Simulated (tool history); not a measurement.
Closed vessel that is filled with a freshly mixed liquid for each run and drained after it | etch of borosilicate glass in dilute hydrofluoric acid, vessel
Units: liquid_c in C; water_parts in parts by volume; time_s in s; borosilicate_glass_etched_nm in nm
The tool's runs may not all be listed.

run,day,liquid_c,water_parts,time_s,borosilicate_glass_etched_nm
1,0.000,22.0,160,120,29.087
2,0.321,21.0,160,120,28.540
3,0.367,22.5,150,120,32.915
4,0.658,23.5,145,120,34.952
5,0.800,24.5,140,120,38.163
6,1.142,25.5,140,120,38.648
7,1.342,26.0,135,120,41.954

The next listed run, before its measurement:
# day 1.504: hydrofluoric acid flow meter replaced
8,1.504,26.5,135,120,?

borosilicate_glass_etched_nm: 38.243 nm

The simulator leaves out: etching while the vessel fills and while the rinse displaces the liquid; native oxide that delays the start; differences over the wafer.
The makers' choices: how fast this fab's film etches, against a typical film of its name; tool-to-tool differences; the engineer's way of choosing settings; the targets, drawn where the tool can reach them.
